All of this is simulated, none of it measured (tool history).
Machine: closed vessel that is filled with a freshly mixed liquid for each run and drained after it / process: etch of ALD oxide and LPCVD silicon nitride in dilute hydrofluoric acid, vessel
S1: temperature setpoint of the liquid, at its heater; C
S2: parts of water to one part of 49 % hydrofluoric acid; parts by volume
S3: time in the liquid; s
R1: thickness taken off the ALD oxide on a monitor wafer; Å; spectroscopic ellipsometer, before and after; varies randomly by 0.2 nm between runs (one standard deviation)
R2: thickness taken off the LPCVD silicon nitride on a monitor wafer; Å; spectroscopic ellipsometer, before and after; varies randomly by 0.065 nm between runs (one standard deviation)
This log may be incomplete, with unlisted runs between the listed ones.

run	hour	S1	S2	S3	R1	R2
1	0	24	55	60	258.64	5.2595
2	6	24	55	80	342.52	6.8484
3	10.7	24	65	80	288.3	6.2579
4	15.6	26	60	80	340.69	7.2317
5	18.5	27.5	60	80	359.87	8.1705
6	24.8	27.5	50	80	438.48	9.4499
7	33.2	28	50	80	447.89	9.7389
8	35.5	28.5	50	80	455.99	9.498
9	37.7	28.5	50	80	455.86	10.583
10	43.7	28.5	45	80	511.15	12.34

Run 11 is up next; what results do you expect?
11	51.9	27.5	45	80	?	?

{"run 11": {"R1": 491.05, "R2": 10.925}}

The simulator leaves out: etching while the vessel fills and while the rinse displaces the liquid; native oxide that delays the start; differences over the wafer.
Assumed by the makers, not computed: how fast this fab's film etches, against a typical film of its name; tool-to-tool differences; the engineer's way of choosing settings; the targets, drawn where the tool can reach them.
